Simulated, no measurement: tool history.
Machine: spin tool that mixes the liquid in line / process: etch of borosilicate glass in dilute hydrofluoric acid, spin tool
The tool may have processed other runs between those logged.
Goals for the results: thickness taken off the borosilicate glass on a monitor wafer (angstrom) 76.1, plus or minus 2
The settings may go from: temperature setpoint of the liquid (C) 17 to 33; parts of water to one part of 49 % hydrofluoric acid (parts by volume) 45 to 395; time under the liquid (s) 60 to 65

run	hour	temperature setpoint of the liquid (C)	parts of water to one part of 49 % hydrofluoric acid (parts by volume)	time under the liquid (s)	thickness taken off the borosilicate glass on a monitor wafer (angstrom)
1	0	25	220	60	105.39
2	0.8	25	185	60	131.57
3	4.1	25	145	60	175.25
4	6.6	25	195	60	122.22
5	13.7	25	195	60	122.51
6	16	24	200	60	114.89
7	24	23.5	205	60	109.19
8	29.5	23	205	60	107.22
9	30.6	19	235	60	78.637

4 candidate next runs follow, results not yet known. Just one meets every target within its allowed miss. Identify it.
A	31.7	23	285	60	?
B	31.7	18.5	245	60	?
C	31.7	17	225	60	?
D	31.7	19	230	60	?

move	thickness taken off the borosilicate glass on a monitor wafer (angstrom)
A	70.795
B	72.421
C	75.748
D	79.727
A: moves the result that the last run missed by most past its target, out the other side
B: moves the result that the last run missed by most past its target, out the other side
C: in spec on every target
D: lands further from the targets than the last run did
Move C is the one to make.

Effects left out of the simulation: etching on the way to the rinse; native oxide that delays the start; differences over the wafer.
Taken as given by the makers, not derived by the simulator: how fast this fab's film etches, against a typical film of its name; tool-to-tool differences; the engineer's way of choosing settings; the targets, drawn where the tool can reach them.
